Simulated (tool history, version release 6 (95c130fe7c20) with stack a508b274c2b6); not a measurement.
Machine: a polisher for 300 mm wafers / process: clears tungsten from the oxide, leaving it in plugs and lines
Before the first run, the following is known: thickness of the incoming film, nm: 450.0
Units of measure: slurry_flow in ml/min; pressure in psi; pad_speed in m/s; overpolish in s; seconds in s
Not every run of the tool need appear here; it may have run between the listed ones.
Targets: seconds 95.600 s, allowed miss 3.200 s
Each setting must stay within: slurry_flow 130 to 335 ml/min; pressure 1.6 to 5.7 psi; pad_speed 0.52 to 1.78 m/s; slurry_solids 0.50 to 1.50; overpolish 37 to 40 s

run,hour,slurry_flow,pressure,pad_speed,slurry_solids,overpolish,seconds
1,0.0,215,3.6,1.14,1.00,37,67.047
2,6.3,215,3.6,1.14,1.20,37,63.298
3,11.5,260,3.6,1.14,1.20,37,61.765
4,15.1,255,3.1,1.14,1.20,37,71.748
5,17.5,275,3.1,1.14,1.20,37,71.840
6,21.0,275,2.8,1.14,1.20,37,78.606
7,28.5,275,2.6,1.14,1.20,37,85.328
8,34.8,275,2.5,1.14,1.20,37,88.028
9,42.6,270,2.4,1.14,1.20,37,92.307
10,48.1,265,2.4,1.14,1.20,37,91.433

4 next moves are on the table. One of them brings every result within its allowed miss. Which?
A,53.6,280,2.7,1.12,1.20,37,?
B,53.6,290,1.9,1.26,1.45,37,?
C,53.6,300,2.1,1.42,1.05,39,?
D,53.6,335,2.5,1.06,1.30,40,?

move,seconds
A,83.373
B,97.589
C,87.429
D,90.983
A: its largest miss is bigger than the last run's
B: each result inside its tolerance
C: its largest miss is bigger than the last run's
D: its largest miss is bigger than the last run's
The right move is B.

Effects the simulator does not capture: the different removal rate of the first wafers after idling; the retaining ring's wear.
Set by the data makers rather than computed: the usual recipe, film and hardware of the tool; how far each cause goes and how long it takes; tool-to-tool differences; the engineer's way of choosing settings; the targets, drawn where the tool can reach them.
